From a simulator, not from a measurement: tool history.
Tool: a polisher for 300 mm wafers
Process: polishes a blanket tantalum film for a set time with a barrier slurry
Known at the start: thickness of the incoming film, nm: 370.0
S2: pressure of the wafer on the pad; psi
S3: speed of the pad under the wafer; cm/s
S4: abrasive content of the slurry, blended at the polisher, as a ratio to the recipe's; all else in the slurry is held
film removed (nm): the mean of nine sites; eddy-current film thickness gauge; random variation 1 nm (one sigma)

{"run": 1, "hour": 0.0, "flow of slurry (ml/min)": 120, "S2": 1.4, "S3": 86, "S4": 1, "polishing time (s)": 110, "film removed (nm)": 93.76}
{"run": 2, "hour": 7.1, "flow of slurry (ml/min)": 120, "S2": 1.3, "S3": 86, "S4": 1, "polishing time (s)": 110, "film removed (nm)": 86.304}
{"run": 3, "hour": 10.2, "flow of slurry (ml/min)": 100, "S2": 1.3, "S3": 86, "S4": 1, "polishing time (s)": 110, "film removed (nm)": 83.877}
{"run": 4, "hour": 11.4, "flow of slurry (ml/min)": 100, "S2": 1.3, "S3": 106, "S4": 1, "polishing time (s)": 110, "film removed (nm)": 103.66}
{"run": 5, "hour": 17.7, "flow of slurry (ml/min)": 100, "S2": 1.2, "S3": 106, "S4": 1, "polishing time (s)": 110, "film removed (nm)": 96.135}
{"run": 6, "hour": 25.2, "flow of slurry (ml/min)": 100, "S2": 1.5, "S3": 106, "S4": 1, "polishing time (s)": 110, "film removed (nm)": 113.32}

The next listed run, before its measurement:
{"run": 7, "hour": 29.2, "flow of slurry (ml/min)": 100, "S2": 1.3, "S3": 104, "S4": 1, "polishing time (s)": 110, "film removed (nm)": "?"}

Run 7 gave film removed (nm) 97.038.
